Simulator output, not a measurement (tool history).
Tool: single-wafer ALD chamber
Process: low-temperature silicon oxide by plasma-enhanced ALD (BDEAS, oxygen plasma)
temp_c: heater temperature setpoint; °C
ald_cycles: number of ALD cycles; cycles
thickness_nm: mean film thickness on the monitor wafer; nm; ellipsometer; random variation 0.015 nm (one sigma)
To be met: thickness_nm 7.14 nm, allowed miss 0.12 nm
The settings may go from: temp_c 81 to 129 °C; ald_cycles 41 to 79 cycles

run 1 hour=0 | temp_c=105 ald_cycles=60 | thickness_nm=9.176
run 2 hour=6.4 | temp_c=106 ald_cycles=58 | thickness_nm=8.8495
run 3 hour=8 | temp_c=106 ald_cycles=51 | thickness_nm=7.7826
run 4 hour=14 | temp_c=107 ald_cycles=50 | thickness_nm=7.6307
run 5 hour=21.7 | temp_c=108 ald_cycles=50 | thickness_nm=7.6126
run 6 hour=29.5 | temp_c=109 ald_cycles=50 | thickness_nm=7.6038
run 7 hour=31.9 | temp_c=110 ald_cycles=50 | thickness_nm=7.5699
run 8 hour=39 | temp_c=111 ald_cycles=50 | thickness_nm=7.5698
run 9 hour=41.9 | temp_c=112 ald_cycles=50 | thickness_nm=7.5566
-- hour=47.9 thermocouple changed; heater temperature recalibrated
run 10 hour=47.9 | temp_c=113 ald_cycles=50 | thickness_nm=7.5981
run 11 hour=53.6 | temp_c=113 ald_cycles=49 | thickness_nm=7.4737

Which of these 4 next moves meets every target?
run A hour=59.3 | temp_c=115 ald_cycles=45 | thickness_nm=?
run B hour=59.3 | temp_c=113 ald_cycles=45 | thickness_nm=?
run C hour=59.3 | temp_c=98 ald_cycles=49 | thickness_nm=?
run D hour=59.3 | temp_c=112 ald_cycles=47 | thickness_nm=?

move=A thickness_nm=6.8348
move=B thickness_nm=6.8638
move=C thickness_nm=7.7519
move=D thickness_nm=7.184
A: takes the result that was furthest off past its target
B: takes the result that was furthest off past its target
C: further off than the last run
D: meets every target
Move D is the one to make.

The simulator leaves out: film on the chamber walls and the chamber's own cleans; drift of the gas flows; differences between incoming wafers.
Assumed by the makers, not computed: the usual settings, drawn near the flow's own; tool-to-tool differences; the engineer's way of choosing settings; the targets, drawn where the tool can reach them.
